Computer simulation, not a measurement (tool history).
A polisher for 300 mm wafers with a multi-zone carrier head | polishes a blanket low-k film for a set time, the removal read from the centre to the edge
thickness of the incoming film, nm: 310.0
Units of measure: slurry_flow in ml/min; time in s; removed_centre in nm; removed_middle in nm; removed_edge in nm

{"run": 1, "hour": 0.0, "slurry_flow": 240, "centre_zone": 1.0, "middle_zone": 1.0, "edge_zone": 1.0, "slurry_solids": 1.0, "time": 80, "removed_centre": 25.642, "removed_middle": 25.873, "removed_edge": 27.108}
{"run": 2, "hour": 8.5, "slurry_flow": 240, "centre_zone": 1.0, "middle_zone": 1.0, "edge_zone": 1.0, "slurry_solids": 0.9, "time": 80, "removed_centre": 25.129, "removed_middle": 24.288, "removed_edge": 24.776}
{"run": 3, "hour": 16.6, "slurry_flow": 240, "centre_zone": 1.0, "middle_zone": 1.0, "edge_zone": 0.92, "slurry_solids": 0.9, "time": 80, "removed_centre": 24.746, "removed_middle": 24.425, "removed_edge": 24.305}
{"run": 4, "hour": 22.1, "slurry_flow": 240, "centre_zone": 1.0, "middle_zone": 1.03, "edge_zone": 0.92, "slurry_solids": 0.9, "time": 80, "removed_centre": 24.457, "removed_middle": 24.979, "removed_edge": 24.022}
{"run": 5, "hour": 29.5, "slurry_flow": 240, "centre_zone": 1.0, "middle_zone": 1.03, "edge_zone": 0.92, "slurry_solids": 0.8, "time": 80, "removed_centre": 22.391, "removed_middle": 22.879, "removed_edge": 21.986}
{"run": 6, "hour": 34.3, "slurry_flow": 230, "centre_zone": 0.99, "middle_zone": 1.0, "edge_zone": 0.92, "slurry_solids": 0.75, "time": 78, "removed_centre": 20.552, "removed_middle": 20.853, "removed_edge": 20.883}
{"hour": 37.1, "done": "slurry nozzle cleaned"}
{"run": 7, "hour": 37.1, "slurry_flow": 215, "centre_zone": 1.01, "middle_zone": 0.9, "edge_zone": 0.82, "slurry_solids": 0.5, "time": 69, "removed_centre": 12.977, "removed_middle": 11.715, "removed_edge": 12.281}
{"run": 8, "hour": 43.8, "slurry_flow": 230, "centre_zone": 1.01, "middle_zone": 0.91, "edge_zone": 0.86, "slurry_solids": 0.5, "time": 68, "removed_centre": 13.127, "removed_middle": 11.917, "removed_edge": 12.21}
{"run": 9, "hour": 47.0, "slurry_flow": 215, "centre_zone": 1.01, "middle_zone": 0.91, "edge_zone": 0.91, "slurry_solids": 0.55, "time": 67, "removed_centre": 13.828, "removed_middle": 12.676, "removed_edge": 13.946}
{"run": 10, "hour": 51.4, "slurry_flow": 210, "centre_zone": 1.03, "middle_zone": 0.92, "edge_zone": 0.93, "slurry_solids": 0.55, "time": 67, "removed_centre": 14.459, "removed_middle": 12.818, "removed_edge": 13.649}
{"run": 11, "hour": 54.6, "slurry_flow": 205, "centre_zone": 1.03, "middle_zone": 0.92, "edge_zone": 0.97, "slurry_solids": 0.55, "time": 67, "removed_centre": 14.597, "removed_middle": 12.656, "removed_edge": 13.934}
{"run": 12, "hour": 56.0, "slurry_flow": 215, "centre_zone": 1.02, "middle_zone": 0.92, "edge_zone": 1.0, "slurry_solids": 0.55, "time": 67, "removed_centre": 14.312, "removed_middle": 13.044, "removed_edge": 14.189}
{"run": 13, "hour": 60.4, "slurry_flow": 205, "centre_zone": 1.02, "middle_zone": 0.93, "edge_zone": 1.03, "slurry_solids": 0.55, "time": 67, "removed_centre": 14.3, "removed_middle": 13.002, "removed_edge": 14.265}
{"run": 14, "hour": 62.8, "slurry_flow": 215, "centre_zone": 1.02, "middle_zone": 0.93, "edge_zone": 1.06, "slurry_solids": 0.55, "time": 67, "removed_centre": 14.357, "removed_middle": 13.182, "removed_edge": 14.81}
{"run": 15, "hour": 67.0, "slurry_flow": 230, "centre_zone": 1.03, "middle_zone": 0.93, "edge_zone": 1.07, "slurry_solids": 0.55, "time": 67, "removed_centre": 14.52, "removed_middle": 13.239, "removed_edge": 14.849}
{"run": 16, "hour": 71.9, "slurry_flow": 260, "centre_zone": 1.09, "middle_zone": 0.96, "edge_zone": 1.17, "slurry_solids": 0.65, "time": 67, "removed_centre": 18.401, "removed_middle": 16.185, "removed_edge": 18.44}
{"run": 17, "hour": 77.7, "slurry_flow": 190, "centre_zone": 1.05, "middle_zone": 0.93, "edge_zone": 1.09, "slurry_solids": 0.7, "time": 67, "removed_centre": 18.274, "removed_middle": 16.146, "removed_edge": 18.438}
{"run": 18, "hour": 82.0, "slurry_flow": 200, "centre_zone": 1.04, "middle_zone": 0.92, "edge_zone": 1.07, "slurry_solids": 0.7, "time": 67, "removed_centre": 18.241, "removed_middle": 15.933, "removed_edge": 18.689}
{"run": 19, "hour": 89.4, "slurry_flow": 200, "centre_zone": 1.03, "middle_zone": 0.91, "edge_zone": 1.04, "slurry_solids": 0.7, "time": 67, "removed_centre": 18.242, "removed_middle": 15.9, "removed_edge": 18.468}
{"run": 20, "hour": 94.4, "slurry_flow": 200, "centre_zone": 1.02, "middle_zone": 0.9, "edge_zone": 1.02, "slurry_solids": 0.7, "time": 67, "removed_centre": 17.749, "removed_middle": 15.786, "removed_edge": 18.061}
{"run": 21, "hour": 97.1, "slurry_flow": 200, "centre_zone": 1.01, "middle_zone": 0.89, "edge_zone": 1.0, "slurry_solids": 0.7, "time": 67, "removed_centre": 17.637, "removed_middle": 15.567, "removed_edge": 17.881}
{"run": 22, "hour": 99.1, "slurry_flow": 200, "centre_zone": 1.0, "middle_zone": 0.88, "edge_zone": 0.98, "slurry_solids": 0.7, "time": 67, "removed_centre": 17.529, "removed_middle": 15.47, "removed_edge": 17.673}

What does the tool deliver on the next run?
{"run": 23, "hour": 106.5, "slurry_flow": 205, "centre_zone": 0.99, "middle_zone": 0.87, "edge_zone": 0.97, "slurry_solids": 0.7, "time": 67, "removed_centre": "?", "removed_middle": "?", "removed_edge": "?"}

{"run 23": {"removed_centre": 17.08, "removed_middle": 15.58, "removed_edge": 17.794}}

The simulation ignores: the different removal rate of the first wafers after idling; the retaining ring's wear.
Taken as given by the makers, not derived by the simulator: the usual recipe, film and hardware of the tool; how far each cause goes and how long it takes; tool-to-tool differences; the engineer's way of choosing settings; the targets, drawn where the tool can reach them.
